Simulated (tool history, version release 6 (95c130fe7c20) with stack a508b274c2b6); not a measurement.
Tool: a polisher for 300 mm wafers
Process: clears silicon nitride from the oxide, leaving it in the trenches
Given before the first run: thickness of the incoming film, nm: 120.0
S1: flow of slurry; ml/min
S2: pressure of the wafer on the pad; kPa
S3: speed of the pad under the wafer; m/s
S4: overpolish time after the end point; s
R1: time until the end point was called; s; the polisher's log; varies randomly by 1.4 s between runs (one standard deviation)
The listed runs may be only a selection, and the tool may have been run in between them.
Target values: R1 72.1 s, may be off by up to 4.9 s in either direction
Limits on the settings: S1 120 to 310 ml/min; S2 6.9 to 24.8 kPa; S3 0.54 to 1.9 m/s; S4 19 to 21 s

run,hour,S1,S2,S3,S4,R1
1,0,200,15.9,1.22,19,119.38
2,2.8,235,15.9,1.22,19,122.51
3,4.1,235,17.2,1.22,19,110.24
4,9.1,235,20.7,1.22,19,94.239
5,13.2,235,21.4,1.24,19,88.808
# hour 15.2: worn pad replaced by a new one
6,15.2,235,21.4,1.24,21,82.194
7,15.7,235,22.1,1.24,21,80.339
8,19.7,235,22.8,1.24,21,76.803

Which one of the following 4 next-run settings gets every result inside its allowed miss? There is exactly one.
A,23.7,230,18.6,1.46,20,?
B,23.7,225,24.8,1.2,21,?
C,23.7,285,20,1.26,19,?
D,23.7,235,20,1.28,20,?

move,R1
A,81.02
B,74.208
C,85.178
D,85.663
A: lands further from the targets than the last run did
B: all results land within tolerance of their targets
C: lands further from the targets than the last run did
D: lands further from the targets than the last run did
Correct choice: B, which meets every target
